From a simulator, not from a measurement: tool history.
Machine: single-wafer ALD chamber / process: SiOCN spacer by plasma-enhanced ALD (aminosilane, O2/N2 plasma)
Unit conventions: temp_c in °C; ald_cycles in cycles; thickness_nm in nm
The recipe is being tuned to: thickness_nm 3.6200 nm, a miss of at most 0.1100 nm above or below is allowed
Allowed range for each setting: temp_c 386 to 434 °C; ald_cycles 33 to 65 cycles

| run | hour | temp_c | ald_cycles | thickness_nm |
|---|---|---|---|---|
| 1 | 0.0 | 410 | 49 | 3.0436 |
| 2 | 7.4 | 410 | 43 | 2.6368 |
| 3 | 15.3 | 410 | 45 | 2.7875 |
| 4 | 19.3 | 409 | 47 | 2.8882 |
| 5 | 25.1 | 399 | 47 | 2.9886 |
| 6 | 29.0 | 398 | 49 | 3.1510 |
| 7 | 37.3 | 397 | 50 | 3.2238 |
| 8 | 39.0 | 397 | 51 | 3.2471 |
| 9 | 45.1 | 397 | 52 | 3.3555 |

Which single option among these 5 for the next run brings every result within its allowed miss of target? Just one does.
| A | 51.2 | 394 | 56 | ? |
| B | 51.2 | 392 | 59 | ? |
| C | 51.2 | 397 | 53 | ? |
| D | 51.2 | 399 | 48 | ? |
| E | 51.2 | 387 | 48 | ? |

| move | thickness_nm |
|---|---|
| A | 3.6541 |
| B | 3.8597 |
| C | 3.4309 |
| D | 3.0906 |
| E | 3.1401 |
A: every result within its allowed miss
B: takes the result that was furthest off past its target
C: nearer the targets than the last run, but a result is still out of spec
D: moves away from the targets compared with the last run
E: moves away from the targets compared with the last run
Go with A: it meets all targets.
